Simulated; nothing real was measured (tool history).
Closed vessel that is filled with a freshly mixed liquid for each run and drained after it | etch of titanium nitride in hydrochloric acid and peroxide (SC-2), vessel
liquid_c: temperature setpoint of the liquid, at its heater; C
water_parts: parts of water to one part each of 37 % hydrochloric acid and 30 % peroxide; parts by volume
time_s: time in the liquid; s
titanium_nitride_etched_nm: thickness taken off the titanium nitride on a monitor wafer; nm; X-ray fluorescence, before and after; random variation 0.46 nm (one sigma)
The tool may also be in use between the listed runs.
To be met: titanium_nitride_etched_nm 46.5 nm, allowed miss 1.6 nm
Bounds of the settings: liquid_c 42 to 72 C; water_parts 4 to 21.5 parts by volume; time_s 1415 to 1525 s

run  hour  liquid_c  water_parts  time_s  titanium_nitride_etched_nm
  1     0        58           12    1415                      56.888
  2     7        58         14.5    1415                      47.978
  3   7.8        65         14.5    1415                      74.187
  4  11.6        65           10    1415                      100.69
  5  18.7        63           10    1415                      91.762
  6  23.1        63            8    1415                      110.12
  7  23.7      60.5            8    1415                      93.748
  8  31.8      52.5            8    1415                      55.921
  9  32.6        52            8    1415                      53.684

Which of these 4 next moves meets every target?
  A  33.4        49            8    1500                           ?
  B  33.4        53          9.5    1415                           ?
  C  33.4        52         10.5    1415                           ?
  D  33.4        54            8    1435                           ?

move  titanium_nitride_etched_nm
   A                      47.213
   B                      50.484
   C                      43.493
   D                      62.847
A: meets every target
B: nearer than the last run, and not there yet
C: takes the result that was furthest off past its target
D: further off than the last run
Move A is the one to make.
